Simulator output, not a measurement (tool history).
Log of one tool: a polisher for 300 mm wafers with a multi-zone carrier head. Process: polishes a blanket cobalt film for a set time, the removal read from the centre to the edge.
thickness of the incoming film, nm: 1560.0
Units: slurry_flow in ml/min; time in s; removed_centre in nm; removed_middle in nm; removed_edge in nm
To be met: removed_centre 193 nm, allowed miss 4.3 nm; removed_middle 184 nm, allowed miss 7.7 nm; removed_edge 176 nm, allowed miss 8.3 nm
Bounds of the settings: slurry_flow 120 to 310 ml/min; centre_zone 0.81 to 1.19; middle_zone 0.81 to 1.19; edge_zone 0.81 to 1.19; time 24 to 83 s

run 1 hour=0 | slurry_flow=200 centre_zone=1 middle_zone=1 edge_zone=1 time=53 | removed_centre=240.65 removed_middle=244.29 removed_edge=247.12
run 2 hour=2.8 | slurry_flow=200 centre_zone=1 middle_zone=0.99 edge_zone=0.97 time=50 | removed_centre=229.32 removed_middle=227.51 removed_edge=227.85
run 3 hour=6.5 | slurry_flow=200 centre_zone=1 middle_zone=0.92 edge_zone=0.97 time=50 | removed_centre=225.75 removed_middle=215.67 removed_edge=228.12
run 4 hour=10.2 | slurry_flow=235 centre_zone=1 middle_zone=0.92 edge_zone=0.97 time=50 | removed_centre=228.59 removed_middle=216.37 removed_edge=229.57
run 5 hour=18.7 | slurry_flow=235 centre_zone=1 middle_zone=0.97 edge_zone=0.97 time=50 | removed_centre=232.16 removed_middle=229.1 removed_edge=230.56
run 6 hour=20.7 | slurry_flow=235 centre_zone=1 middle_zone=0.93 edge_zone=0.97 time=50 | removed_centre=228.8 removed_middle=220.28 removed_edge=232.91
run 7 hour=27.7 | slurry_flow=225 centre_zone=1 middle_zone=0.93 edge_zone=0.94 time=48 | removed_centre=220.5 removed_middle=207.78 removed_edge=212.45
run 8 hour=31.3 | slurry_flow=220 centre_zone=0.98 middle_zone=0.92 edge_zone=0.92 time=48 | removed_centre=215.74 removed_middle=204.97 removed_edge=217.28
run 9 hour=36.4 | slurry_flow=220 centre_zone=0.98 middle_zone=0.93 edge_zone=0.91 time=46 | removed_centre=208.28 removed_middle=195.86 removed_edge=210.51
run 10 hour=38.6 | slurry_flow=190 centre_zone=1.05 middle_zone=1.03 edge_zone=0.81 time=38 | removed_centre=180.1 removed_middle=177.56 removed_edge=161.97
run 11 hour=40.5 | slurry_flow=200 centre_zone=1.05 middle_zone=1.03 edge_zone=0.83 time=38 | removed_centre=179.42 removed_middle=181.26 removed_edge=163.55
run 12 hour=45.7 | slurry_flow=205 centre_zone=1.06 middle_zone=1.02 edge_zone=0.85 time=38 | removed_centre=183.84 removed_middle=181.3 removed_edge=163.62
run 13 hour=50.3 | slurry_flow=205 centre_zone=1.06 middle_zone=1.01 edge_zone=0.87 time=38 | removed_centre=183.24 removed_middle=176.52 removed_edge=166.56
run 14 hour=52.2 | slurry_flow=210 centre_zone=1.06 middle_zone=1.01 edge_zone=0.88 time=38 | removed_centre=182.78 removed_middle=178.1 removed_edge=167.02

5 next moves are on the table. One of them brings every result within its allowed miss. Which?
run A hour=54.1 | slurry_flow=180 centre_zone=1.09 middle_zone=1.14 edge_zone=0.89 time=37 | removed_centre=? removed_middle=? removed_edge=?
run B hour=54.1 | slurry_flow=185 centre_zone=0.9 middle_zone=0.91 edge_zone=0.91 time=43 | removed_centre=? removed_middle=? removed_edge=?
run C hour=54.1 | slurry_flow=200 centre_zone=1.06 middle_zone=0.99 edge_zone=0.86 time=40 | removed_centre=? removed_middle=? removed_edge=?
run D hour=54.1 | slurry_flow=145 centre_zone=0.98 middle_zone=0.99 edge_zone=0.93 time=45 | removed_centre=? removed_middle=? removed_edge=?
run E hour=54.1 | slurry_flow=180 centre_zone=1.08 middle_zone=1.02 edge_zone=0.83 time=36 | removed_centre=? removed_middle=? removed_edge=?

move=A removed_centre=179 removed_middle=183.92 removed_edge=162.46
move=B removed_centre=171.94 removed_middle=177.45 removed_edge=191.57
move=C removed_centre=190.85 removed_middle=178.78 removed_edge=175.41
move=D removed_centre=188.65 removed_middle=192.36 removed_edge=196.96
move=E removed_centre=172.41 removed_middle=162.76 removed_edge=154.12
A: further off than the last run
B: further off than the last run
C: meets every target
D: further off than the last run
E: further off than the last run
Answer: C

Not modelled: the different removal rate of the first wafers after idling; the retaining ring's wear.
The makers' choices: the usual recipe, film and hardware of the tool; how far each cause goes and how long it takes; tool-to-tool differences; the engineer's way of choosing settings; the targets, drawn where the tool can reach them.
